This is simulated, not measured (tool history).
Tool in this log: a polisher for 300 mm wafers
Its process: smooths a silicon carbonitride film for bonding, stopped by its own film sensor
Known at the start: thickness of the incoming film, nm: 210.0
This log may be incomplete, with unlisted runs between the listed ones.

run,hour,flow of slurry (ml/min),pressure of the wafer on the pad (kPa),speed of the pad under the wafer (m/s),abrasive content of the slurry,target thickness at which the film sensor stops the polish (nm),time until the film sensor stopped the polish (s)
1,0,305,17.2,0.88,1,171,167
2,3.5,305,15.2,0.84,1,171,192.18
3,6.5,335,15.2,0.84,1,171,192.12
4,15.1,335,13.8,0.8,1,171,214.91
5,20.7,335,13.8,0.8,1,171,214.29
6,22.8,335,13.8,0.8,0.8,171,248.94
7,31.3,335,12.4,0.8,0.8,171,268.26

Run 8 has not been measured yet. What should we expect?
8,36.8,335,11.7,0.8,0.8,171,?

Run 8 yielded time until the film sensor stopped the polish (s) 274.62.

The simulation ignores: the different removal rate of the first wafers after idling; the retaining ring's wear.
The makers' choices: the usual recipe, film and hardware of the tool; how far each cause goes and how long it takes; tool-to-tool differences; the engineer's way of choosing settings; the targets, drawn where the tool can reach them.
